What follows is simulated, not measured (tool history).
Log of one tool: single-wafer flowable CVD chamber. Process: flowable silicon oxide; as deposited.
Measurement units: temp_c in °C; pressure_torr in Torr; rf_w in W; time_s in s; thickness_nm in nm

run,hour,temp_c,pressure_torr,rf_w,time_s,thickness_nm
1,0.0,95,0.878,1540,466,385.95
2,1.1,91,0.879,1540,466,430.87
3,7.5,88,0.880,1540,466,471.56
4,9.3,85,0.881,1540,466,513.58
5,12.5,85,0.881,1455,466,501.36
6,19.5,83,0.882,1455,466,530.03
7,26.5,81,0.883,1455,466,563.57
8,35.0,81,0.883,1455,466,559.90
9,37.1,80,0.884,1455,466,577.56

Run 10 comes next. What will it give?
10,39.1,79,0.884,1455,466,?

thickness_nm: 593.30 nm

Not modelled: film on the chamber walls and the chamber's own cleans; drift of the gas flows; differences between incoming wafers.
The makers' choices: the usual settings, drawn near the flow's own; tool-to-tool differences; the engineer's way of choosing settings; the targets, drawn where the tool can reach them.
